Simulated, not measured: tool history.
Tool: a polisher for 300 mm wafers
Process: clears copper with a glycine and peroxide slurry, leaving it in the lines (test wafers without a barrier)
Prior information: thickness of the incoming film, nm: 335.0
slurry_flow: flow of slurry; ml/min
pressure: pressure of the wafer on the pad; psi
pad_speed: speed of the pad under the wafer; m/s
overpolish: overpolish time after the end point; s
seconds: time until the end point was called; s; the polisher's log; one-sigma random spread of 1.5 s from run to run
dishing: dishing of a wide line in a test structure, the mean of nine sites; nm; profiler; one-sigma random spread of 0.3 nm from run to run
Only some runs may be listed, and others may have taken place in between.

| run | day | slurry_flow | pressure | pad_speed | overpolish | seconds | dishing |
|---|---|---|---|---|---|---|---|
| 1 | 0 | 230 | 1.7 | 1.18 | 22 | 69.896 | 58.076 |
| 2 | 0.271 | 200 | 1.4 | 1.08 | 17 | 87.797 | 36.758 |
| 3 | 0.321 | 180 | 1.2 | 1.04 | 14 | 98.863 | 29.661 |
| 4 | 0.55 | 180 | 0.9 | 1.04 | 14 | 112.92 | 25.602 |
| 5 | 0.696 | 180 | 0.9 | 0.9 | 14 | 126.88 | 23.44 |
| 6 | 0.875 | 165 | 0.9 | 0.9 | 12 | 128.76 | 20.353 |
| 7 | 1.029 | 155 | 0.9 | 0.88 | 10 | 130.24 | 16.331 |
| 8 | 1.062 | 140 | 1.2 | 0.72 | 7 | 129.64 | 12.066 |
| 9 | 1.129 | 150 | 1.3 | 0.72 | 8 | 121.52 | 14.768 |

What will run 10 give?
| 10 | 1.496 | 145 | 1.4 | 0.66 | 8 | ? | ? |

seconds: 122.31 s
dishing: 13.51 nm
